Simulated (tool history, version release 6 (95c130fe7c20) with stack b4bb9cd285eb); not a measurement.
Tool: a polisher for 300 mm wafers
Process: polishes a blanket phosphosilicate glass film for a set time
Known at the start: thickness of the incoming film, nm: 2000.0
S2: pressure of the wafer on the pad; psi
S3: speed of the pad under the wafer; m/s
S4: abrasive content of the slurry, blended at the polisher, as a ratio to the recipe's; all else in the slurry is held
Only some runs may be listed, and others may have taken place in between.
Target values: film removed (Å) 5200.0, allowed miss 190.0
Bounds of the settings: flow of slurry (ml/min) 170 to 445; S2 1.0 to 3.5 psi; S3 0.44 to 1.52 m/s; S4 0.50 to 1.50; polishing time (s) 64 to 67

{"run": 1, "day": 0.0, "flow of slurry (ml/min)": 285, "S2": 2.2, "S3": 0.98, "S4": 1.0, "polishing time (s)": 64, "film removed (Å)": 3369.1}
{"run": 2, "day": 0.196, "flow of slurry (ml/min)": 285, "S2": 1.6, "S3": 0.98, "S4": 1.0, "polishing time (s)": 64, "film removed (Å)": 2388.4}
{"run": 3, "day": 0.55, "flow of slurry (ml/min)": 285, "S2": 1.6, "S3": 0.8, "S4": 1.0, "polishing time (s)": 64, "film removed (Å)": 2095.1}
{"run": 4, "day": 0.908, "flow of slurry (ml/min)": 285, "S2": 1.8, "S3": 0.8, "S4": 1.0, "polishing time (s)": 64, "film removed (Å)": 2322.6}
{"run": 5, "day": 1.279, "flow of slurry (ml/min)": 285, "S2": 1.8, "S3": 0.8, "S4": 1.0, "polishing time (s)": 64, "film removed (Å)": 2296.0}
{"run": 6, "day": 1.462, "flow of slurry (ml/min)": 285, "S2": 2.1, "S3": 0.8, "S4": 1.0, "polishing time (s)": 64, "film removed (Å)": 2724.4}
{"run": 7, "day": 1.65, "flow of slurry (ml/min)": 285, "S2": 2.3, "S3": 0.8, "S4": 1.0, "polishing time (s)": 64, "film removed (Å)": 2948.0}
{"run": 8, "day": 1.783, "flow of slurry (ml/min)": 285, "S2": 2.5, "S3": 0.8, "S4": 1.0, "polishing time (s)": 64, "film removed (Å)": 3125.7}
{"run": 9, "day": 1.942, "flow of slurry (ml/min)": 285, "S2": 2.5, "S3": 0.8, "S4": 1.0, "polishing time (s)": 64, "film removed (Å)": 3182.2}
{"run": 10, "day": 2.088, "flow of slurry (ml/min)": 285, "S2": 2.6, "S3": 0.8, "S4": 1.0, "polishing time (s)": 64, "film removed (Å)": 3327.9}
{"run": 11, "day": 2.338, "flow of slurry (ml/min)": 285, "S2": 2.7, "S3": 0.8, "S4": 1.0, "polishing time (s)": 64, "film removed (Å)": 3395.8}
{"run": 12, "day": 2.704, "flow of slurry (ml/min)": 285, "S2": 2.8, "S3": 0.82, "S4": 1.0, "polishing time (s)": 64, "film removed (Å)": 3631.9}
{"run": 13, "day": 2.75, "flow of slurry (ml/min)": 285, "S2": 2.9, "S3": 0.84, "S4": 1.0, "polishing time (s)": 64, "film removed (Å)": 3833.2}
{"run": 14, "day": 3.0, "flow of slurry (ml/min)": 285, "S2": 3.0, "S3": 0.84, "S4": 1.0, "polishing time (s)": 64, "film removed (Å)": 3990.2}
{"run": 15, "day": 3.071, "flow of slurry (ml/min)": 285, "S2": 3.1, "S3": 0.84, "S4": 1.0, "polishing time (s)": 64, "film removed (Å)": 4110.2}
{"run": 16, "day": 3.325, "flow of slurry (ml/min)": 285, "S2": 3.2, "S3": 0.86, "S4": 1.0, "polishing time (s)": 64, "film removed (Å)": 4302.5}
{"run": 17, "day": 3.508, "flow of slurry (ml/min)": 285, "S2": 3.2, "S3": 0.88, "S4": 1.0, "polishing time (s)": 64, "film removed (Å)": 4319.1}

Which single option among these 5 for the next run brings every result within its allowed miss of target? Just one does.
{"run": "A", "day": 3.692, "flow of slurry (ml/min)": 310, "S2": 3.5, "S3": 1.02, "S4": 0.95, "polishing time (s)": 66, "film removed (Å)": "?"}
{"run": "B", "day": 3.692, "flow of slurry (ml/min)": 305, "S2": 3.5, "S3": 0.88, "S4": 1.1, "polishing time (s)": 67, "film removed (Å)": "?"}
{"run": "C", "day": 3.692, "flow of slurry (ml/min)": 240, "S2": 3.5, "S3": 0.96, "S4": 1.1, "polishing time (s)": 67, "film removed (Å)": "?"}
{"run": "D", "day": 3.692, "flow of slurry (ml/min)": 290, "S2": 3.0, "S3": 0.72, "S4": 0.9, "polishing time (s)": 64, "film removed (Å)": "?"}
{"run": "E", "day": 3.692, "flow of slurry (ml/min)": 315, "S2": 3.0, "S3": 0.64, "S4": 1.0, "polishing time (s)": 64, "film removed (Å)": "?"}

move=A film_removed_(Å)=5527.0
move=B film_removed_(Å)=5256.0
move=C film_removed_(Å)=5529.8
move=D film_removed_(Å)=3400.5
move=E film_removed_(Å)=3239.1
A: pushes the last run's worst result past its target
B: hits every target within its allowed miss
C: pushes the last run's worst result past its target
D: the biggest miss grows against the last run
E: the biggest miss grows against the last run
Answer: B
